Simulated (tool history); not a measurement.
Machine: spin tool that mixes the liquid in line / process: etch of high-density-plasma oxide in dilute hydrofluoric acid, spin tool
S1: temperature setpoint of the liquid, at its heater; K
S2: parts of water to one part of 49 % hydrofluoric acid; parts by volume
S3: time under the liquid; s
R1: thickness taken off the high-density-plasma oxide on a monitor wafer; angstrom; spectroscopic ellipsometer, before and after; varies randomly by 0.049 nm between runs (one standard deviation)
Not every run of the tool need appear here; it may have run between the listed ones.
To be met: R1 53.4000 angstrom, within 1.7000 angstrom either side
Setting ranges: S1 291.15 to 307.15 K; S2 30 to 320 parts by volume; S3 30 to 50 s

run  hour      S1   S2  S3       R1
  1   0.0  299.15  175  50  14.4500
  2   4.8  300.15  155  50  17.4210
  3  13.4  300.15  155  30  10.6400
  4  19.3  296.65  155  30   9.1770
  5  26.5  296.65  155  30   9.2124
  6  31.7  299.65  155  30  10.1620
  7  37.0  300.65  140  35  14.0400
  8  43.9  301.65  125  35  16.7400
  9  52.8  302.15  115  35  18.8920
 10  58.0  302.65  105  35  20.9340
 11  66.3  303.15   95  35  24.1540
 12  67.7  303.65   85  35  27.8150
 13  75.5  304.15   80  35  30.2890

Which single option among these 4 for the next run brings every result within its allowed miss of target? Just one does.
  A  83.3  307.15  70  50   ?
  B  83.3  303.15  65  50   ?
  C  83.3  303.65  60  50   ?
  D  83.3  305.15  75  50   ?

move       R1
   A  57.1040
   B  53.2510
   C  59.2630
   D  49.0600
A: takes the biggest miss from the last run beyond its target
B: all results land within tolerance of their targets
C: takes the biggest miss from the last run beyond its target
D: closer than the last run, but not yet in spec
B meets every target.
